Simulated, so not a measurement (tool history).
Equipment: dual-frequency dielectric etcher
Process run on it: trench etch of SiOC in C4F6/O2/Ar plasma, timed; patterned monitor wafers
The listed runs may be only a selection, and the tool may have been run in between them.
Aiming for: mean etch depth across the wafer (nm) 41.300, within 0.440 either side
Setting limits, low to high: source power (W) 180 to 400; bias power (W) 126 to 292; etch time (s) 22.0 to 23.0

run,hour,source power (W),bias power (W),etch time (s),mean etch depth across the wafer (nm)
1,0.0,290,209,22.0,44.474
2,4.6,280,208,22.0,43.183
3,6.5,270,207,22.0,42.482
4,11.2,250,207,22.0,40.590
5,14.9,250,174,22.0,37.737
6,15.7,260,174,22.0,38.687
7,22.7,270,174,22.0,39.698
8,29.4,300,175,22.0,42.048

Pick the move, out of 4, that brings all results within their allowed miss; only one does.
A,36.1,270,182,22.5,?
B,36.1,290,166,22.0,?
C,36.1,280,198,22.0,?
D,36.1,310,173,22.0,?

move,mean etch depth across the wafer (nm)
A,41.125
B,40.368
C,42.489
D,42.605
A: every result lands within tolerance
B: pushes the last run's worst result past its target
C: misses by more than the last run did
D: misses by more than the last run did
A meets every target.
